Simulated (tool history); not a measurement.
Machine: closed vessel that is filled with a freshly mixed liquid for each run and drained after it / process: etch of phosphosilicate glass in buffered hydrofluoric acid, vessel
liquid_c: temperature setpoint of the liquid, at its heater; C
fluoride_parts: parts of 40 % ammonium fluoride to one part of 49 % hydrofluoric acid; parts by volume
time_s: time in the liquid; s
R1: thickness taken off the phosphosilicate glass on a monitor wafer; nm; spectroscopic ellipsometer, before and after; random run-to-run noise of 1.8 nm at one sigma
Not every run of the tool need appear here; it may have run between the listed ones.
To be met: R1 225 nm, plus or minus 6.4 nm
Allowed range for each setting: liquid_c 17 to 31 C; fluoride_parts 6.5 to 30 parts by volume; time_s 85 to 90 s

run 1 day=0 | liquid_c=23 fluoride_parts=19.5 time_s=85 | R1=276.78
run 2 day=0.05 | liquid_c=23 fluoride_parts=19.5 time_s=85 | R1=274.89
run 3 day=0.117 | liquid_c=22.5 fluoride_parts=19.5 time_s=85 | R1=268.04
run 4 day=0.225 | liquid_c=22.5 fluoride_parts=14.5 time_s=85 | R1=350.67
run 5 day=0.321 | liquid_c=21.5 fluoride_parts=15 time_s=85 | R1=325.48
run 6 day=0.371 | liquid_c=21.5 fluoride_parts=18 time_s=85 | R1=269.68
run 7 day=0.488 | liquid_c=21 fluoride_parts=18 time_s=85 | R1=264.43
run 8 day=0.775 | liquid_c=20.5 fluoride_parts=18 time_s=85 | R1=254.72
run 9 day=0.875 | liquid_c=20.5 fluoride_parts=18 time_s=85 | R1=257.66
run 10 day=1.042 | liquid_c=20 fluoride_parts=18 time_s=85 | R1=250.65
run 11 day=1.096 | liquid_c=19.5 fluoride_parts=18 time_s=85 | R1=241.96
run 12 day=1.4 | liquid_c=19 fluoride_parts=18 time_s=85 | R1=236.91
run 13 day=1.467 | liquid_c=19 fluoride_parts=18 time_s=85 | R1=235.6

5 candidate next runs follow, results not yet known. Just one meets every target within its allowed miss. Identify it.
run A day=1.533 | liquid_c=17.5 fluoride_parts=18.5 time_s=90 | R1=?
run B day=1.533 | liquid_c=18.5 fluoride_parts=17 time_s=90 | R1=?
run C day=1.533 | liquid_c=18.5 fluoride_parts=18 time_s=90 | R1=?
run D day=1.533 | liquid_c=19.5 fluoride_parts=18.5 time_s=90 | R1=?
run E day=1.533 | liquid_c=18.5 fluoride_parts=17.5 time_s=90 | R1=?

move=A R1=223.63
move=B R1=257.33
move=C R1=243.22
move=D R1=250.48
move=E R1=250.08
A: meets every target
B: the biggest miss grows against the last run
C: the biggest miss grows against the last run
D: the biggest miss grows against the last run
E: the biggest miss grows against the last run
So the answer is move A, the one that meets all the targets.
